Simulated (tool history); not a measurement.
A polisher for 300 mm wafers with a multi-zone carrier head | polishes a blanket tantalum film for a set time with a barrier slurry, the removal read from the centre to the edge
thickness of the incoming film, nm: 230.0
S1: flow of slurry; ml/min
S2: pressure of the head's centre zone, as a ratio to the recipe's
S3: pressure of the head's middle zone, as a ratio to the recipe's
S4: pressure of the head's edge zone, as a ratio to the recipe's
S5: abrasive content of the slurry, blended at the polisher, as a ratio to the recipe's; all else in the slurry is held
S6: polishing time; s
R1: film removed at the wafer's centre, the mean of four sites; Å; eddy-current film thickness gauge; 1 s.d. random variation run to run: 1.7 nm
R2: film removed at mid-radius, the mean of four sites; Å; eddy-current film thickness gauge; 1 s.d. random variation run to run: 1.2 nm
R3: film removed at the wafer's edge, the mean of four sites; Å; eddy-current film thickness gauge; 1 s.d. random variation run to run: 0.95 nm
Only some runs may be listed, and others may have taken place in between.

Run 1, hour 0: S1 320 ml/min, S2 1, S3 1, S4 1, S5 1, S6 36 s. Result: R1 881.53 Å, R2 846.25 Å, R3 880.68 Å.
Run 2, hour 1.3: S1 320 ml/min, S2 1, S3 1, S4 1.06, S5 1, S6 36 s. Result: R1 892.7 Å, R2 858.63 Å, R3 890.7 Å.
Run 3, hour 3.6: S1 335 ml/min, S2 1.01, S3 1.05, S4 1.06, S5 1.15, S6 37 s. Result: R1 949.56 Å, R2 952.86 Å, R3 966 Å.
Run 4, hour 6.2: S1 350 ml/min, S2 1.02, S3 1.09, S4 1, S5 1.2, S6 39 s. Result: R1 1041.5 Å, R2 1055.4 Å, R3 1001 Å.
Run 5, hour 14.6: S1 350 ml/min, S2 1.02, S3 1.15, S4 1, S5 1.2, S6 39 s. Result: R1 1027.1 Å, R2 1097.9 Å, R3 995.42 Å.
Run 6, hour 21.9: S1 360 ml/min, S2 1.02, S3 1.16, S4 0.99, S5 1.3, S6 40 s. Result: R1 1077.6 Å, R2 1161.5 Å, R3 1036.2 Å.

Predict the results of run 7:
Run 7, hour 26: S1 370 ml/min, S2 1.02, S3 1.17, S4 0.99, S5 1.35, S6 41 s. Result: R1 ?, R2 ?, R3 ?.

{"run 7": {"R1": 1101.2, "R2": 1224.9, "R3": 1079.7}}

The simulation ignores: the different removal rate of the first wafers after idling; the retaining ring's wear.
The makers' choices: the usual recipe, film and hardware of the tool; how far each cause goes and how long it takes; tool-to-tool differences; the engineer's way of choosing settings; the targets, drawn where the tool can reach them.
